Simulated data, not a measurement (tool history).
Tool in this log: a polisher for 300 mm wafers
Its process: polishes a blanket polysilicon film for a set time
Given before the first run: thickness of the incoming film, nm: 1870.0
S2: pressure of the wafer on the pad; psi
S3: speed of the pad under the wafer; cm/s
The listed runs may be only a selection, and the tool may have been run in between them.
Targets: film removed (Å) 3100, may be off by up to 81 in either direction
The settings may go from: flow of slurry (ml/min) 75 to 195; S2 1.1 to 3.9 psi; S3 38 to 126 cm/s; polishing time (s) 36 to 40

run 1 hour=0 | flow_of_slurry_(ml/min)=125 S2=2.5 S3=82 polishing_time_(s)=40 | film_removed_(Å)=2610.1
run 2 hour=3 | flow_of_slurry_(ml/min)=125 S2=2.5 S3=102 polishing_time_(s)=40 | film_removed_(Å)=3235.6
run 3 hour=4.5 | flow_of_slurry_(ml/min)=120 S2=2.5 S3=102 polishing_time_(s)=40 | film_removed_(Å)=3189.6
run 4 hour=9.2 | flow_of_slurry_(ml/min)=120 S2=2.1 S3=102 polishing_time_(s)=40 | film_removed_(Å)=2754.8
run 5 hour=15.7 | flow_of_slurry_(ml/min)=120 S2=2.1 S3=102 polishing_time_(s)=36 | film_removed_(Å)=2497
run 6 hour=24 | flow_of_slurry_(ml/min)=135 S2=2.2 S3=102 polishing_time_(s)=36 | film_removed_(Å)=2646
run 7 hour=27.2 | flow_of_slurry_(ml/min)=135 S2=2.3 S3=102 polishing_time_(s)=36 | film_removed_(Å)=2721.5
run 8 hour=30.5 | flow_of_slurry_(ml/min)=135 S2=2.4 S3=102 polishing_time_(s)=36 | film_removed_(Å)=2857.9
run 9 hour=37.8 | flow_of_slurry_(ml/min)=135 S2=2.5 S3=102 polishing_time_(s)=36 | film_removed_(Å)=2953.5

Consider the 5 candidate settings below. Which is the only one whose results all fall within their allowed miss of target?
run A hour=45.1 | flow_of_slurry_(ml/min)=145 S2=2.5 S3=100 polishing_time_(s)=36 | film_removed_(Å)=?
run B hour=45.1 | flow_of_slurry_(ml/min)=145 S2=2.2 S3=104 polishing_time_(s)=36 | film_removed_(Å)=?
run C hour=45.1 | flow_of_slurry_(ml/min)=175 S2=1.9 S3=112 polishing_time_(s)=39 | film_removed_(Å)=?
run D hour=45.1 | flow_of_slurry_(ml/min)=145 S2=2.9 S3=86 polishing_time_(s)=36 | film_removed_(Å)=?
run E hour=45.1 | flow_of_slurry_(ml/min)=135 S2=2.5 S3=106 polishing_time_(s)=36 | film_removed_(Å)=?

move=A film_removed_(Å)=2948.3
move=B film_removed_(Å)=2746.1
move=C film_removed_(Å)=2919
move=D film_removed_(Å)=2897.3
move=E film_removed_(Å)=3078.9
A: neither nearer nor further off than the last run
B: the biggest miss grows against the last run
C: the biggest miss grows against the last run
D: the biggest miss grows against the last run
E: meets every target
So the answer is move E, the one that meets all the targets.
